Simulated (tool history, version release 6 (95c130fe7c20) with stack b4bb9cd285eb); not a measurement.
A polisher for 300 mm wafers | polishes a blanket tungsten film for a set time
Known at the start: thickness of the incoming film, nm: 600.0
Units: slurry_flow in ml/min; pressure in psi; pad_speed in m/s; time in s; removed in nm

run  hour  slurry_flow  pressure  pad_speed  slurry_solids  time  removed
  1     0          270         3       1.18              1    68   280.62
  2   1.9          270         3       1.18              1    71   287.42
  3   6.5          270       2.5       1.04              1    71   214.17
  4  14.6          270       2.5       1.04              1    68   207.55
  5  16.6          270       2.5       1.04            0.9    68   202.67
  6  24.6          270       2.1       0.96            0.9    68   156.79
  7  31.2          270       1.9       0.94            0.9    68   136.74

The next listed run, before its measurement:
  8  36.8          270       1.8       0.94            0.9    68        ?

Run 8 gave removed 132.66 nm.

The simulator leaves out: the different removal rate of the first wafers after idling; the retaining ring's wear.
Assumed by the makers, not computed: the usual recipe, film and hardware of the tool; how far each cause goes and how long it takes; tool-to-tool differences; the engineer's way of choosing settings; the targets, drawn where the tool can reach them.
